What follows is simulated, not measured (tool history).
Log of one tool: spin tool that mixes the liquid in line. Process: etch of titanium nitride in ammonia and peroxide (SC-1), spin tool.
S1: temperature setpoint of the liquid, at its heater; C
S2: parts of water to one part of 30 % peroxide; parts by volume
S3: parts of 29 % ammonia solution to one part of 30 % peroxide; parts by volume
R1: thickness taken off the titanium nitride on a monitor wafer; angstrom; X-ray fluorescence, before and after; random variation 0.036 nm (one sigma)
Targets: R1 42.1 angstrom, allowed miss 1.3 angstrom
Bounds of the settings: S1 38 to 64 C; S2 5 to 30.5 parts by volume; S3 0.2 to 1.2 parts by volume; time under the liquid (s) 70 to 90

run 1 hour=0 | S1=48 S2=17 S3=0.9 time_under_the_liquid_(s)=90 | R1=75.29
run 2 hour=7.6 | S1=46.5 S2=17 S3=0.9 time_under_the_liquid_(s)=90 | R1=67.282
run 3 hour=11.7 | S1=45.5 S2=17 S3=0.9 time_under_the_liquid_(s)=90 | R1=61.424
run 4 hour=15.8 | S1=45.5 S2=17 S3=0.9 time_under_the_liquid_(s)=70 | R1=48.861
run 5 hour=20.4 | S1=45 S2=17 S3=0.9 time_under_the_liquid_(s)=70 | R1=47.148
run 6 hour=27.8 | S1=45 S2=17 S3=1.2 time_under_the_liquid_(s)=70 | R1=49.116
run 7 hour=31.6 | S1=44.5 S2=17 S3=1.2 time_under_the_liquid_(s)=70 | R1=47.282
run 8 hour=39.7 | S1=44 S2=17 S3=1.2 time_under_the_liquid_(s)=70 | R1=45.504
run 9 hour=48.4 | S1=43.5 S2=17 S3=1.2 time_under_the_liquid_(s)=70 | R1=44.164

4 next moves are on the table. One of them brings every result within its allowed miss. Which?
run A hour=57.1 | S1=42.5 S2=16.5 S3=1.2 time_under_the_liquid_(s)=70 | R1=?
run B hour=57.1 | S1=43.5 S2=16 S3=1.15 time_under_the_liquid_(s)=70 | R1=?
run C hour=57.1 | S1=43.5 S2=14.5 S3=1 time_under_the_liquid_(s)=70 | R1=?
run D hour=57.1 | S1=42 S2=20.5 S3=1.2 time_under_the_liquid_(s)=90 | R1=?

move=A R1=41.613
move=B R1=45.178
move=C R1=46.518
move=D R1=45.918
A: meets every target
B: further off than the last run
C: further off than the last run
D: further off than the last run
Move A is the one to make.
